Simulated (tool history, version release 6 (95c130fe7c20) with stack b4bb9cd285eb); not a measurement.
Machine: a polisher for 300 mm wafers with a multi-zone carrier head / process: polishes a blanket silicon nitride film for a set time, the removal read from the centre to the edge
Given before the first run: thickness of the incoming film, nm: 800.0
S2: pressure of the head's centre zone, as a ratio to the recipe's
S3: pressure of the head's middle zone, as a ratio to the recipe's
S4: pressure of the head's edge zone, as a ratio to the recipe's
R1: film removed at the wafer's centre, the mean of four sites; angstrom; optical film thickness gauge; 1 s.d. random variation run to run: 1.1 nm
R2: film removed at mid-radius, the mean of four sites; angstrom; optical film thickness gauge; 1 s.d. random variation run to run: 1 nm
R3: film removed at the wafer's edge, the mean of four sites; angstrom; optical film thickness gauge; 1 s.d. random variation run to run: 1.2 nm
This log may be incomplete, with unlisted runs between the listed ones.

{"run": 1, "day": 0.0, "flow of slurry (ml/min)": 305, "S2": 1.0, "S3": 1.0, "S4": 1.0, "polishing time (s)": 68, "R1": 1591.6, "R2": 1558.4, "R3": 1618.3}
{"run": 2, "day": 0.304, "flow of slurry (ml/min)": 305, "S2": 1.0, "S3": 1.0, "S4": 0.95, "polishing time (s)": 68, "R1": 1552.5, "R2": 1564.5, "R3": 1566.4}
{"run": 3, "day": 0.675, "flow of slurry (ml/min)": 275, "S2": 1.0, "S3": 1.0, "S4": 0.95, "polishing time (s)": 68, "R1": 1563.1, "R2": 1549.9, "R3": 1551.4}
{"run": 4, "day": 0.842, "flow of slurry (ml/min)": 275, "S2": 1.06, "S3": 1.0, "S4": 0.95, "polishing time (s)": 68, "R1": 1613.3, "R2": 1564.7, "R3": 1568.2}
{"run": 5, "day": 1.125, "flow of slurry (ml/min)": 275, "S2": 0.99, "S3": 1.0, "S4": 0.95, "polishing time (s)": 68, "R1": 1546.1, "R2": 1556.1, "R3": 1538.8}
{"run": 6, "day": 1.208, "flow of slurry (ml/min)": 275, "S2": 1.08, "S3": 1.0, "S4": 0.95, "polishing time (s)": 68, "R1": 1636.0, "R2": 1551.5, "R3": 1570.0}
{"run": 7, "day": 1.304, "flow of slurry (ml/min)": 265, "S2": 1.09, "S3": 0.96, "S4": 0.91, "polishing time (s)": 67, "R1": 1622.4, "R2": 1444.9, "R3": 1506.1}

What will run 8 give?
{"run": 8, "day": 1.529, "flow of slurry (ml/min)": 255, "S2": 1.08, "S3": 0.95, "S4": 0.88, "polishing time (s)": 66, "R1": "?", "R2": "?", "R3": "?"}

R1: 1591.8 angstrom
R2: 1426.3 angstrom
R3: 1451.1 angstrom

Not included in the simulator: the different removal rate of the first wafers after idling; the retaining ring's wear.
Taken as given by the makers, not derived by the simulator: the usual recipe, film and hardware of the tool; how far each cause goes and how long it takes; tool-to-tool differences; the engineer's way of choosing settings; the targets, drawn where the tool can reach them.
